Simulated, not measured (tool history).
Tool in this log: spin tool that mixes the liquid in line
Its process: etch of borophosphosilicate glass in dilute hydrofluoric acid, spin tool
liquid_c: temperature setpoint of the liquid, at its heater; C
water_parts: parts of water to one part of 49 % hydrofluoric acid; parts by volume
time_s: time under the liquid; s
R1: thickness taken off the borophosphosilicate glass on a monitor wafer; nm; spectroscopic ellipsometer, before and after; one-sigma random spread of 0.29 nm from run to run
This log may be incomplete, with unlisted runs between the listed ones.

run 1 hour=0 | liquid_c=21 water_parts=190 time_s=110 | R1=27.102
run 2 hour=1 | liquid_c=21.5 water_parts=190 time_s=110 | R1=27.897
run 3 hour=6 | liquid_c=21.5 water_parts=140 time_s=110 | R1=40.168
run 4 hour=11.1 | liquid_c=21 water_parts=140 time_s=110 | R1=39.699
run 5 hour=13.7 | liquid_c=20.5 water_parts=140 time_s=110 | R1=37.774
run 6 hour=16.2 | liquid_c=20.5 water_parts=140 time_s=120 | R1=42.218
run 7 hour=17.9 | liquid_c=17 water_parts=170 time_s=120 | R1=29.084
run 8 hour=23.1 | liquid_c=17.5 water_parts=170 time_s=120 | R1=29.653

What does the tool deliver on the next run?
run 9 hour=26.7 | liquid_c=18 water_parts=170 time_s=120 | R1=?

R1: 30.552 nm

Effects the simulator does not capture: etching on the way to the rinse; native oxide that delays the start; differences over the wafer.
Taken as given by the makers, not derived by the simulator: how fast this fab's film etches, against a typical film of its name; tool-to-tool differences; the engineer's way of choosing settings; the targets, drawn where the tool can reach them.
